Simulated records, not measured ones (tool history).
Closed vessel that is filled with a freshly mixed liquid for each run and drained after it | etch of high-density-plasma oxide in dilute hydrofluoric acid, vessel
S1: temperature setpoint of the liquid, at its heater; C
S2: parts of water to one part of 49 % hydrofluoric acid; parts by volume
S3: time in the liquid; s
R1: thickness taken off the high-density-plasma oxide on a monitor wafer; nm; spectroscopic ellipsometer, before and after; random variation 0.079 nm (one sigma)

run  hour    S1  S2   S3       R1
  1   0.0  25.0  65  100   7.7744
  2   4.8  27.5  50  100  11.4960
  3   9.2  29.0  40  100  15.4920
  4  10.8  29.0  40   65  10.0710
  5  18.2  32.0  40   65  11.2860
  6  24.5  29.0  40   65  10.0910
  7  31.3  30.5  35   75  14.1570
  8  40.1  31.0  30   80  18.2280

For run 9, what comes out?
  9  49.0  31.5  30  80   ?

Run 9 measured R1 18.4820 nm.
